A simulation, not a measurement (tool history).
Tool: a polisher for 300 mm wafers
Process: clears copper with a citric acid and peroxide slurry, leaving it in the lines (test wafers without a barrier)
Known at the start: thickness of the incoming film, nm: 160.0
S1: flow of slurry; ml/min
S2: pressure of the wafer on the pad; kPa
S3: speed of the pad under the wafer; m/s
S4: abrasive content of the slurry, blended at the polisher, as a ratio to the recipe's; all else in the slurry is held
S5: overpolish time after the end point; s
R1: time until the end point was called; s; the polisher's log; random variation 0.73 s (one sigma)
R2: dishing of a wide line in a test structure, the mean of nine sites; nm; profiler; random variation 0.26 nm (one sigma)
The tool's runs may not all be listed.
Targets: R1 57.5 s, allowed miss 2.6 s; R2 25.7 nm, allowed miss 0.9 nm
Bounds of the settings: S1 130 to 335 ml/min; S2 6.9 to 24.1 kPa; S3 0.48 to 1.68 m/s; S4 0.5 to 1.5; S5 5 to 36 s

run  hour   S1    S2    S3  S4  S5      R1      R2
  1     0  215  15.2  1.08   1  18  100.97  20.671
  2   2.1  215  15.2  1.08   1  14  99.279  16.541
  3   9.6  220  16.5  1.08   1  14   92.63  17.959
  4  16.7  220  17.9  1.08   1  14  85.016  19.259
  5  18.1  220  18.6  1.08   1  14  81.182  20.122
  6  21.8  190  18.6  1.08   1  14  81.515  19.539
  7  24.3  235  22.8   1.1   1  12  65.487  21.562
  8  28.8  235  22.8  1.12   1  12  64.507  21.533
  9  31.9  235  22.8  1.14   1  12  62.454  21.956

Which of these 4 next moves meets every target?
  A    35  220  22.1  1.36   0.9  13   ?   ?
  B    35  215  22.8  1.04   0.9  15   ?   ?
  C    35  225    20  1.18  0.95  17   ?   ?
  D    35  225    20  1.14   1.1  19   ?   ?

move      R1      R2
   A    56.8  26.273
   B  71.927  24.171
   C  70.473  27.471
   D  69.656  30.653
A: meets every target
B: further off than the last run
C: takes the result that was furthest off past its target
D: takes the result that was furthest off past its target
The right move is A.
